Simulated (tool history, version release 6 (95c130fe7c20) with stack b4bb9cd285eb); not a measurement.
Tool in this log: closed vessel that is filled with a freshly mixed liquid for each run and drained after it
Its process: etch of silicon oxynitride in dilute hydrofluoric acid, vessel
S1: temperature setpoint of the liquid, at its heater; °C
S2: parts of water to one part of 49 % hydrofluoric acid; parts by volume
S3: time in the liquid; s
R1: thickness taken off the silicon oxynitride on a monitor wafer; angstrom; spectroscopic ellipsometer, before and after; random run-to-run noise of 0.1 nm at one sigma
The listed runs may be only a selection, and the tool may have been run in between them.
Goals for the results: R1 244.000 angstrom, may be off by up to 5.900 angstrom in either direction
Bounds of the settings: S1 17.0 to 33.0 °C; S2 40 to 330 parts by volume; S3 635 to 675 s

Run 1, hour 0.0: S1 25.0 °C, S2 185 parts by volume, S3 635 s. Result: R1 93.974 angstrom.
Run 2, hour 8.9: S1 25.0 °C, S2 125 parts by volume, S3 635 s. Result: R1 147.000 angstrom.
Run 3, hour 13.2: S1 25.0 °C, S2 170 parts by volume, S3 635 s. Result: R1 104.080 angstrom.
Run 4, hour 15.5: S1 27.5 °C, S2 170 parts by volume, S3 635 s. Result: R1 116.720 angstrom.
Run 5, hour 18.5: S1 27.5 °C, S2 135 parts by volume, S3 635 s. Result: R1 152.030 angstrom.
Run 6, hour 20.4: S1 27.5 °C, S2 160 parts by volume, S3 635 s. Result: R1 125.230 angstrom.
Run 7, hour 28.8: S1 28.0 °C, S2 155 parts by volume, S3 635 s. Result: R1 133.710 angstrom.
Run 8, hour 33.0: S1 28.5 °C, S2 150 parts by volume, S3 635 s. Result: R1 140.740 angstrom.
Run 9, hour 37.4: S1 29.0 °C, S2 145 parts by volume, S3 635 s. Result: R1 150.230 angstrom.
Run 10, hour 38.6: S1 29.5 °C, S2 140 parts by volume, S3 635 s. Result: R1 158.150 angstrom.
Run 11, hour 44.5: S1 30.0 °C, S2 135 parts by volume, S3 635 s. Result: R1 169.600 angstrom.
Run 12, hour 53.3: S1 30.5 °C, S2 130 parts by volume, S3 635 s. Result: R1 180.070 angstrom.
Run 13, hour 61.4: S1 31.0 °C, S2 125 parts by volume, S3 635 s. Result: R1 192.570 angstrom.
Run 14, hour 63.5: S1 32.0 °C, S2 115 parts by volume, S3 635 s. Result: R1 221.290 angstrom.
Run 15, hour 66.4: S1 32.5 °C, S2 110 parts by volume, S3 635 s. Result: R1 238.010 angstrom.

5 next moves are on the table. One of them brings every result within its allowed miss. Which?
Run A, hour 69.3: S1 32.0 °C, S2 110 parts by volume, S3 635 s. Result: R1 ?.
Run B, hour 69.3: S1 31.5 °C, S2 105 parts by volume, S3 640 s. Result: R1 ?.
Run C, hour 69.3: S1 32.0 °C, S2 120 parts by volume, S3 675 s. Result: R1 ?.
Run D, hour 69.3: S1 33.0 °C, S2 115 parts by volume, S3 635 s. Result: R1 ?.
Run E, hour 69.3: S1 26.0 °C, S2 80 parts by volume, S3 655 s. Result: R1 ?.

move       R1
   A  231.060
   B  239.950
   C  222.760
   D  229.580
   E  257.130
A: misses by more than the last run did
B: all results land within tolerance of their targets
C: misses by more than the last run did
D: misses by more than the last run did
E: carries the result that was furthest off beyond its target, to the other side
Correct choice: B, which meets every target

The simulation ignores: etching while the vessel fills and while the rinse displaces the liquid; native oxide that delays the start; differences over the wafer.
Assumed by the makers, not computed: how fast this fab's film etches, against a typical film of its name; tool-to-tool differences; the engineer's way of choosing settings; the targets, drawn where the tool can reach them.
